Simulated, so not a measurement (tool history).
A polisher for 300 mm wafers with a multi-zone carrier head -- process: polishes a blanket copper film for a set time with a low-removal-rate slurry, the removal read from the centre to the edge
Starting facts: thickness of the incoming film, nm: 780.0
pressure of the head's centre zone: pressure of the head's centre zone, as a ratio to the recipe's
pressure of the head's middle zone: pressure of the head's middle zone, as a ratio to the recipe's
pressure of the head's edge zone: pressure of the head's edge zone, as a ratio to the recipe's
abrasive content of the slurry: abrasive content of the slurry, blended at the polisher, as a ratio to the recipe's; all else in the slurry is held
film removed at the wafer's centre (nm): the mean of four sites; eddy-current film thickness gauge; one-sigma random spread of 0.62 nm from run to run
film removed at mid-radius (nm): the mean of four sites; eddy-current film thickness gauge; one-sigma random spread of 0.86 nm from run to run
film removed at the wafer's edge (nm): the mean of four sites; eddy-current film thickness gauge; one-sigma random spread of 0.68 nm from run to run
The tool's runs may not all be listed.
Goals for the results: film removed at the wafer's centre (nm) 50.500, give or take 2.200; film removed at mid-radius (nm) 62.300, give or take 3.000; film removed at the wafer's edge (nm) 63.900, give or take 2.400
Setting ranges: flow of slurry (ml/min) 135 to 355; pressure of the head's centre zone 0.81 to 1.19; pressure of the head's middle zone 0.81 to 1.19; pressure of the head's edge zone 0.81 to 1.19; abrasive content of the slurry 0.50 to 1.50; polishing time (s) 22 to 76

run	hour	flow of slurry (ml/min)	pressure of the head's centre zone	pressure of the head's middle zone	pressure of the head's edge zone	abrasive content of the slurry	polishing time (s)	film removed at the wafer's centre (nm)	film removed at mid-radius (nm)	film removed at the wafer's edge (nm)
1	0.0	225	1.00	1.00	1.00	1.00	49	99.038	102.290	105.010
2	2.6	225	1.00	1.00	1.00	1.00	58	115.320	120.410	119.290
3	10.2	225	1.05	1.00	1.00	1.00	58	121.890	119.740	121.150
4	10.8	275	1.05	1.00	1.00	1.00	58	124.640	118.850	122.670
5	16.8	270	1.01	1.00	0.99	0.90	53	110.230	110.040	109.750
6	22.4	315	1.01	1.00	0.99	0.90	53	110.220	109.720	112.710
7	30.1	310	0.98	1.00	0.99	0.85	48	94.920	99.276	102.000
8	31.5	305	0.96	0.99	0.98	0.80	45	84.957	91.411	94.469
9	39.6	260	0.86	0.94	0.88	0.55	31	48.032	55.413	55.852
10	42.5	265	0.86	0.95	0.90	0.55	31	50.190	56.841	57.194
11	51.3	265	0.85	0.96	0.92	0.60	31	48.443	57.310	59.159
12	54.7	270	0.85	0.97	0.93	0.60	31	48.502	57.283	58.334
13	58.1	275	0.85	0.98	0.94	0.60	31	49.470	58.166	60.137
14	60.5	280	0.85	0.99	0.94	0.60	31	49.096	58.842	59.828
15	61.2	285	0.85	1.00	0.95	0.60	31	49.260	59.708	58.762
16	63.0	285	0.85	1.00	0.95	0.60	31	49.277	57.843	58.651
17	71.5	285	0.85	1.00	0.95	0.65	31	50.742	59.093	60.150
18	73.2	285	0.85	1.01	0.96	0.65	31	50.152	59.472	59.631

5 next moves are on the table. One of them brings every result within its allowed miss. Which?
A	74.9	300	0.85	1.13	0.81	0.65	31	?	?	?
B	74.9	285	0.81	0.98	0.96	0.65	33	?	?	?
C	74.9	195	0.91	1.13	0.86	0.50	32	?	?	?
D	74.9	300	0.94	1.00	0.96	0.70	28	?	?	?
E	74.9	290	0.92	1.00	0.98	0.75	29	?	?	?

move	film removed at the wafer's centre (nm)	film removed at mid-radius (nm)	film removed at the wafer's edge (nm)
A	50.691	66.554	56.835
B	51.042	62.426	65.221
C	50.303	62.011	55.176
D	51.311	54.857	56.297
E	52.461	57.341	59.471
A: lands further from the targets than the last run did
B: every result within its allowed miss
C: lands further from the targets than the last run did
D: lands further from the targets than the last run did
E: no better and no worse than the last run
Answer: B

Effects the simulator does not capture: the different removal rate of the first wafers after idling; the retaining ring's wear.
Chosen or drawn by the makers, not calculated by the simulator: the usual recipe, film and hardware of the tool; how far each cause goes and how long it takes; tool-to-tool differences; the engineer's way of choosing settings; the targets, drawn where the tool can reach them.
